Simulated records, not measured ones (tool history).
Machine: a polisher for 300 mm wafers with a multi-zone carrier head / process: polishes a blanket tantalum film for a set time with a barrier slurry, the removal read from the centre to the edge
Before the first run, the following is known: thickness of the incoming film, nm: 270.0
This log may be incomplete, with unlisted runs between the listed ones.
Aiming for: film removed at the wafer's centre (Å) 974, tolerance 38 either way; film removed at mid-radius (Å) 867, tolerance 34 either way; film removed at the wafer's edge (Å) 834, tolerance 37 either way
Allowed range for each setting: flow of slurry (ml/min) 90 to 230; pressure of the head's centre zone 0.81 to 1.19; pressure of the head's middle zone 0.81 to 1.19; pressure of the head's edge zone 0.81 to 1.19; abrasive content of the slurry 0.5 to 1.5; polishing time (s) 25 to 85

run,day,flow of slurry (ml/min),pressure of the head's centre zone,pressure of the head's middle zone,pressure of the head's edge zone,abrasive content of the slurry,polishing time (s),film removed at the wafer's centre (Å),film removed at mid-radius (Å),film removed at the wafer's edge (Å)
1,0,150,1,1,1,1,55,641.44,650.49,650.67
2,0.092,150,1,1,1,1.2,55,684.33,690.75,701.47
3,0.154,150,1,1.06,1,1.2,55,673.93,700.56,699.09
4,0.333,155,1.02,1.07,1,1.25,55,716.86,742.83,709.37
5,0.479,160,1.04,1.06,1.01,1.25,55,720.2,736.59,712.75
6,0.546,150,1.04,1.06,1.01,1.25,55,730.49,731.04,713.15
7,0.862,150,1.06,1.06,1.02,1.3,55,737.78,743.93,734.36
8,0.979,155,1.08,1.05,1.02,1.35,55,774.51,749.49,730.47

Which one of the following 4 next-run settings gets every result inside its allowed miss? There is exactly one.
A,1.096,145,1.19,0.93,1.04,1.4,62,?,?,?
B,1.096,160,1.07,0.96,1.03,1.5,61,?,?,?
C,1.096,220,1.15,1,0.99,1.15,72,?,?,?
D,1.096,170,1.18,1.08,0.99,1.1,67,?,?,?

move,film removed at the wafer's centre (Å),film removed at mid-radius (Å),film removed at the wafer's edge (Å)
A,947.59,781.11,838.33
B,865.04,806.27,842.9
C,1062.1,936.32,929.57
D,964.67,868,831.65
A: puts the biggest miss on target and leaves a different result outside tolerance
B: nearer the targets than the last run, but a result is still out of spec
C: carries the result that was furthest off beyond its target, to the other side
D: hits every target within its allowed miss
Go with D: it meets all targets.

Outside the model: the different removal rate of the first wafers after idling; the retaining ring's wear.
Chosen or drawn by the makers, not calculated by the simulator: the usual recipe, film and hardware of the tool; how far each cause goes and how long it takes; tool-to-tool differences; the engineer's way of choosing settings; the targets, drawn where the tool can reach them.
